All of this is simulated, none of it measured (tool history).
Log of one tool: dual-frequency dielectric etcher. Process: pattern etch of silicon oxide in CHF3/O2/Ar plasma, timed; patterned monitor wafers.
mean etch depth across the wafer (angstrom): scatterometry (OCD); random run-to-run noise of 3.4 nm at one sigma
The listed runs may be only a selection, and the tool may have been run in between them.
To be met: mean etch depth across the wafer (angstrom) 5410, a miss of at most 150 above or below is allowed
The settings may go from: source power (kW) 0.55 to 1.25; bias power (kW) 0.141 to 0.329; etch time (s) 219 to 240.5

run  hour  source power (kW)  bias power (kW)  etch time (s)  mean etch depth across the wafer (angstrom)
  1     0                0.9            0.235          240.5                                       6014.7
  2   3.3                0.9            0.235          240.5                                       5989.9
  3  10.4                0.9            0.235          240.5                                       6051.2
  4  18.3                0.9            0.235          240.5                                       6060.6
  5  20.4               0.88            0.233            240                                       5978.5
  6  28.8               0.97            0.233            240                                       6211.8
  7  32.8               0.94             0.23          239.5                                       6039.8
  8  36.3               0.92            0.227            239                                       5934.1

Pick the move, out of 4, that brings all results within their allowed miss; only one does.
  A  39.8               0.95            0.245          235.5                                            ?
  B  39.8               1.01            0.219            233                                            ?
  C  39.8               0.89            0.208            226                                            ?
  D  39.8               0.77            0.215          224.5                                            ?

move  mean etch depth across the wafer (angstrom)
   A                                       6147.2
   B                                       6049.6
   C                                       5501.5
   D                                       5197.3
A: its largest miss is bigger than the last run's
B: its largest miss is bigger than the last run's
C: all results land within tolerance of their targets
D: moves the result that the last run missed by most past its target, out the other side
C meets every target.
